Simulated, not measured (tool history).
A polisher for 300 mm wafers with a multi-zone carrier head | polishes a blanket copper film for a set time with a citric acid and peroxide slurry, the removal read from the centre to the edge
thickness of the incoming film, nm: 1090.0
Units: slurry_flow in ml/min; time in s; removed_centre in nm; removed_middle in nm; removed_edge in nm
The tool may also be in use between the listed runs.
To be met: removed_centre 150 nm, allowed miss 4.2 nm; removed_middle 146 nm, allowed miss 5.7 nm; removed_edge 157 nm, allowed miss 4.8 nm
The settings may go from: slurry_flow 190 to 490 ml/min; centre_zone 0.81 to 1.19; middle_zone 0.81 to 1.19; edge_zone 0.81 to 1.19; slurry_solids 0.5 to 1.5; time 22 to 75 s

Run 1, hour 0: slurry_flow 315 ml/min, centre_zone 1, middle_zone 1, edge_zone 1, slurry_solids 1, time 48 s. Result: removed_centre 118.77 nm, removed_middle 119.72 nm, removed_edge 118.89 nm.
Run 2, hour 0.6: slurry_flow 315 ml/min, centre_zone 1, middle_zone 1, edge_zone 1.02, slurry_solids 1.05, time 48 s. Result: removed_centre 121.93 nm, removed_middle 121.83 nm, removed_edge 121.27 nm.
Run 3, hour 9.2: slurry_flow 315 ml/min, centre_zone 1, middle_zone 1, edge_zone 1.02, slurry_solids 0.9, time 48 s. Result: removed_centre 116.12 nm, removed_middle 116.78 nm, removed_edge 117.21 nm.
Run 4, hour 11.5: slurry_flow 315 ml/min, centre_zone 1.08, middle_zone 1, edge_zone 1.02, slurry_solids 0.9, time 48 s. Result: removed_centre 125.85 nm, removed_middle 113.73 nm, removed_edge 117.25 nm.
Run 5, hour 14.6: slurry_flow 315 ml/min, centre_zone 1.08, middle_zone 1, edge_zone 1.02, slurry_solids 0.9, time 57 s. Result: removed_centre 149.36 nm, removed_middle 138.15 nm, removed_edge 138.08 nm.
Run 6, hour 16: slurry_flow 315 ml/min, centre_zone 1.08, middle_zone 1, edge_zone 1.02, slurry_solids 0.95, time 57 s. Result: removed_centre 150.09 nm, removed_middle 141.2 nm, removed_edge 141 nm.
Run 7, hour 20.1: slurry_flow 315 ml/min, centre_zone 1.08, middle_zone 1, edge_zone 1.04, slurry_solids 0.95, time 57 s. Result: removed_centre 148.07 nm, removed_middle 137.27 nm, removed_edge 140.99 nm.
Run 8, hour 27.4: slurry_flow 320 ml/min, centre_zone 1.08, middle_zone 1, edge_zone 1.05, slurry_solids 1, time 57 s. Result: removed_centre 151.57 nm, removed_middle 143.86 nm, removed_edge 144.99 nm.
Run 9, hour 34.8: slurry_flow 320 ml/min, centre_zone 1.08, middle_zone 1, edge_zone 1.06, slurry_solids 1, time 57 s. Result: removed_centre 150.56 nm, removed_middle 142.84 nm, removed_edge 145 nm.
Run 10, hour 42.7: slurry_flow 320 ml/min, centre_zone 1.08, middle_zone 1, edge_zone 1.07, slurry_solids 1, time 57 s. Result: removed_centre 154.35 nm, removed_middle 143.89 nm, removed_edge 145.25 nm.

Which of these 5 next moves meets every target?
Run A, hour 50.6: slurry_flow 330 ml/min, centre_zone 1.19, middle_zone 1.08, edge_zone 1.03, slurry_solids 1, time 54 s. Result: removed_centre ?, removed_middle ?, removed_edge ?.
Run B, hour 50.6: slurry_flow 200 ml/min, centre_zone 1.1, middle_zone 0.96, edge_zone 1.17, slurry_solids 0.9, time 63 s. Result: removed_centre ?, removed_middle ?, removed_edge ?.
Run C, hour 50.6: slurry_flow 320 ml/min, centre_zone 1.08, middle_zone 0.99, edge_zone 1.11, slurry_solids 1, time 59 s. Result: removed_centre ?, removed_middle ?, removed_edge ?.
Run D, hour 50.6: slurry_flow 330 ml/min, centre_zone 0.98, middle_zone 0.94, edge_zone 1.07, slurry_solids 0.95, time 62 s. Result: removed_centre ?, removed_middle ?, removed_edge ?.
Run E, hour 50.6: slurry_flow 295 ml/min, centre_zone 1.17, middle_zone 1.11, edge_zone 1.09, slurry_solids 0.8, time 59 s. Result: removed_centre ?, removed_middle ?, removed_edge ?.

move  removed_centre  removed_middle  removed_edge
   A          156.23          144.21        136.26
   B          155.54          141.13        158.19
   C          156.29          146.78        154.41
   D          149.05          146.29        157.21
   E          155.14          148.69        141.64
A: further off than the last run
B: brings the result that was furthest off to its target, and leaves another outside
C: brings the result that was furthest off to its target, and leaves another outside
D: meets every target
E: further off than the last run
The right move is D.
